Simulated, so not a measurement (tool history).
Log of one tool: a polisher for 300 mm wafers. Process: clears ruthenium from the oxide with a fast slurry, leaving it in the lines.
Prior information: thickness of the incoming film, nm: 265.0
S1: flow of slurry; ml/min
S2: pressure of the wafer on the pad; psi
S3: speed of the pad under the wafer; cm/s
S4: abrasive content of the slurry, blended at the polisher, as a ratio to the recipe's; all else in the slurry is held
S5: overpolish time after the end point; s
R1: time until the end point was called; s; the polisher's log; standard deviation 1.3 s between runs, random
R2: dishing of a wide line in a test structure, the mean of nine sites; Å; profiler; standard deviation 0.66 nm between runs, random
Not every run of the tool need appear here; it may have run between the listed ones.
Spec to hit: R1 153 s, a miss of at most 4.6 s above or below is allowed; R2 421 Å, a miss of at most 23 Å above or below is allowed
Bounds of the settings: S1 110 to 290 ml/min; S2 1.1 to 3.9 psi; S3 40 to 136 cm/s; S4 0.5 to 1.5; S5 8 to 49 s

{"run": 1, "hour": 0.0, "S1": 185, "S2": 2.5, "S3": 88, "S4": 1, "S5": 25, "R1": 93.979, "R2": 405.84}
{"run": 2, "hour": 9.0, "S1": 185, "S2": 2.5, "S3": 88, "S4": 0.85, "S5": 25, "R1": 101.24, "R2": 389}
{"run": 3, "hour": 11.4, "S1": 185, "S2": 2.4, "S3": 88, "S4": 0.85, "S5": 26, "R1": 106.16, "R2": 390.87}
{"run": 4, "hour": 15.9, "S1": 165, "S2": 2.4, "S3": 88, "S4": 0.85, "S5": 26, "R1": 110.14, "R2": 384.42}
{"run": 5, "hour": 18.1, "S1": 165, "S2": 2.4, "S3": 88, "S4": 1, "S5": 26, "R1": 100.16, "R2": 413.38}
{"run": 6, "hour": 20.5, "S1": 160, "S2": 2.3, "S3": 88, "S4": 1, "S5": 27, "R1": 104.33, "R2": 412.54}
{"run": 7, "hour": 28.5, "S1": 155, "S2": 2.2, "S3": 88, "S4": 1, "S5": 28, "R1": 109.51, "R2": 406.33}
{"run": 8, "hour": 33.6, "S1": 150, "S2": 2.1, "S3": 88, "S4": 1, "S5": 29, "R1": 117.58, "R2": 389.18}
{"run": 9, "hour": 35.6, "S1": 145, "S2": 2.1, "S3": 88, "S4": 1, "S5": 30, "R1": 115.3, "R2": 392.21}
{"run": 10, "hour": 40.7, "S1": 145, "S2": 2, "S3": 88, "S4": 1, "S5": 32, "R1": 122.82, "R2": 400.55}
{"run": 11, "hour": 41.4, "S1": 145, "S2": 2, "S3": 88, "S4": 1, "S5": 33, "R1": 123.33, "R2": 418.24}
{"run": 12, "hour": 45.9, "S1": 145, "S2": 2, "S3": 88, "S4": 1, "S5": 34, "R1": 122.83, "R2": 420.51}
{"run": 13, "hour": 53.8, "S1": 135, "S2": 1.4, "S3": 88, "S4": 1, "S5": 41, "R1": 171.96, "R2": 381.56}
{"run": 14, "hour": 58.9, "S1": 140, "S2": 1.5, "S3": 88, "S4": 1, "S5": 41, "R1": 161.98, "R2": 399.46}

Which one of the following 5 next-run settings gets every result inside its allowed miss? There is exactly one.
{"run": "A", "hour": 64.0, "S1": 150, "S2": 1.8, "S3": 82, "S4": 0.95, "S5": 33, "R1": "?", "R2": "?"}
{"run": "B", "hour": 64.0, "S1": 165, "S2": 1.5, "S3": 96, "S4": 1, "S5": 39, "R1": "?", "R2": "?"}
{"run": "C", "hour": 64.0, "S1": 180, "S2": 1.6, "S3": 82, "S4": 1.05, "S5": 43, "R1": "?", "R2": "?"}
{"run": "D", "hour": 64.0, "S1": 110, "S2": 1.8, "S3": 86, "S4": 0.8, "S5": 45, "R1": "?", "R2": "?"}
{"run": "E", "hour": 64.0, "S1": 155, "S2": 1.7, "S3": 70, "S4": 1.1, "S5": 46, "R1": "?", "R2": "?"}

move=A R1=148.4 R2=357.13
move=B R1=145.18 R2=408.89
move=C R1=153.17 R2=421.45
move=D R1=167.12 R2=409.56
move=E R1=169.17 R2=412.33
A: gets the furthest-off result to its target, but another result is out of tolerance
B: takes the result that was furthest off past its target
C: hits every target within its allowed miss
D: misses by more than the last run did
E: misses by more than the last run did
So the answer is move C, the one that meets all the targets.
